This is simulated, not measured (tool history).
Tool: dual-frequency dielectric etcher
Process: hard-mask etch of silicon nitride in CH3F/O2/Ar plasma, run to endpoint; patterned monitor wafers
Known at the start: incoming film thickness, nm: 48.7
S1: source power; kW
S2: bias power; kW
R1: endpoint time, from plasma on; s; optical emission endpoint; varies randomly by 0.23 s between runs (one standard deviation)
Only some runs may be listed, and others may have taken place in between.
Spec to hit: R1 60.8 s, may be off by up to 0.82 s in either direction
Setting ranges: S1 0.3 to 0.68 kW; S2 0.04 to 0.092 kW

{"run": 1, "hour": 0.0, "S1": 0.49, "S2": 0.066, "R1": 70.585}
{"run": 2, "hour": 5.9, "S1": 0.54, "S2": 0.067, "R1": 67.616}
{"run": 3, "hour": 14.8, "S1": 0.59, "S2": 0.067, "R1": 65.165}
{"run": 4, "hour": 21.1, "S1": 0.59, "S2": 0.074, "R1": 61.872}
{"run": 5, "hour": 27.9, "S1": 0.59, "S2": 0.065, "R1": 65.141}
{"run": 6, "hour": 36.8, "S1": 0.59, "S2": 0.056, "R1": 70.003}
{"run": 7, "hour": 40.9, "S1": 0.59, "S2": 0.056, "R1": 70.023}
{"run": 8, "hour": 49.3, "S1": 0.61, "S2": 0.059, "R1": 67.042}
{"hour": 52.9, "done": "source power generator calibrated"}
{"run": 9, "hour": 52.9, "S1": 0.63, "S2": 0.061, "R1": 64.571}
{"run": 10, "hour": 53.5, "S1": 0.64, "S2": 0.062, "R1": 63.561}

Below are 4 possible settings for the next run. Only one of them brings all results inside the allowed miss of their targets. Which is it?
{"run": "A", "hour": 54.1, "S1": 0.49, "S2": 0.067, "R1": "?"}
{"run": "B", "hour": 54.1, "S1": 0.63, "S2": 0.065, "R1": "?"}
{"run": "C", "hour": 54.1, "S1": 0.68, "S2": 0.069, "R1": "?"}
{"run": "D", "hour": 54.1, "S1": 0.67, "S2": 0.067, "R1": "?"}

move=A R1=68.844
move=B R1=62.463
move=C R1=58.916
move=D R1=60.04
A: further off than the last run
B: moves toward the targets from the last run without getting all of them in spec
C: takes the biggest miss from the last run beyond its target
D: each result inside its tolerance
D meets every target.

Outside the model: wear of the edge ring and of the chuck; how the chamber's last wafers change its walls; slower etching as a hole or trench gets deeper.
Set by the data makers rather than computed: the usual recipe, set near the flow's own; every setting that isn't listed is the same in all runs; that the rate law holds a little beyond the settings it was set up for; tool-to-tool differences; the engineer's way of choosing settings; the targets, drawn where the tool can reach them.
